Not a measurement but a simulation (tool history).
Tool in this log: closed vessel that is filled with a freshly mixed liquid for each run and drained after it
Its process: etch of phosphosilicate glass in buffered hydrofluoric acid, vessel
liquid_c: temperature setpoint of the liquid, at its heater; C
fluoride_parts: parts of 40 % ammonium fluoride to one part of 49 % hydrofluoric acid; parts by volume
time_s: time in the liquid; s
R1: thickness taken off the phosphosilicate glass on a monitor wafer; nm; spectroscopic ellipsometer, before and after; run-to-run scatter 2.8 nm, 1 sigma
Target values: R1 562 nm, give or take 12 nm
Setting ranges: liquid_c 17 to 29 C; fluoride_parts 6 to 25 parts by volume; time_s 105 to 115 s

Run 1, hour 0: liquid_c 21 C, fluoride_parts 15.5 parts by volume, time_s 105 s. Result: R1 492.73 nm.
Run 2, hour 8.1: liquid_c 21.5 C, fluoride_parts 15.5 parts by volume, time_s 105 s. Result: R1 506.67 nm.
Run 3, hour 9.9: liquid_c 18.5 C, fluoride_parts 15.5 parts by volume, time_s 105 s. Result: R1 430.41 nm.
Run 4, hour 16.3: liquid_c 19.5 C, fluoride_parts 15.5 parts by volume, time_s 105 s. Result: R1 450.07 nm.
Run 5, hour 25.2: liquid_c 20.5 C, fluoride_parts 15.5 parts by volume, time_s 105 s. Result: R1 479.4 nm.
Run 6, hour 30.5: liquid_c 21 C, fluoride_parts 15.5 parts by volume, time_s 105 s. Result: R1 490.03 nm.
Run 7, hour 34.5: liquid_c 21.5 C, fluoride_parts 15.5 parts by volume, time_s 105 s. Result: R1 507.87 nm.
Run 8, hour 40.2: liquid_c 22 C, fluoride_parts 15.5 parts by volume, time_s 105 s. Result: R1 518.67 nm.

Which single option among these 5 for the next run brings every result within its allowed miss of target? Just one does.
Run A, hour 45.9: liquid_c 24 C, fluoride_parts 17 parts by volume, time_s 105 s. Result: R1 ?.
Run B, hour 45.9: liquid_c 22 C, fluoride_parts 15 parts by volume, time_s 110 s. Result: R1 ?.
Run C, hour 45.9: liquid_c 19.5 C, fluoride_parts 14 parts by volume, time_s 110 s. Result: R1 ?.
Run D, hour 45.9: liquid_c 21.5 C, fluoride_parts 15.5 parts by volume, time_s 110 s. Result: R1 ?.
Run E, hour 45.9: liquid_c 24 C, fluoride_parts 17.5 parts by volume, time_s 110 s. Result: R1 ?.

move      R1
   A  528.78
   B   561.3
   C  522.49
   D  528.63
   E  538.37
A: nearer the targets than the last run, but a result is still out of spec
B: all results land within tolerance of their targets
C: nearer the targets than the last run, but a result is still out of spec
D: nearer the targets than the last run, but a result is still out of spec
E: nearer the targets than the last run, but a result is still out of spec
B meets every target.

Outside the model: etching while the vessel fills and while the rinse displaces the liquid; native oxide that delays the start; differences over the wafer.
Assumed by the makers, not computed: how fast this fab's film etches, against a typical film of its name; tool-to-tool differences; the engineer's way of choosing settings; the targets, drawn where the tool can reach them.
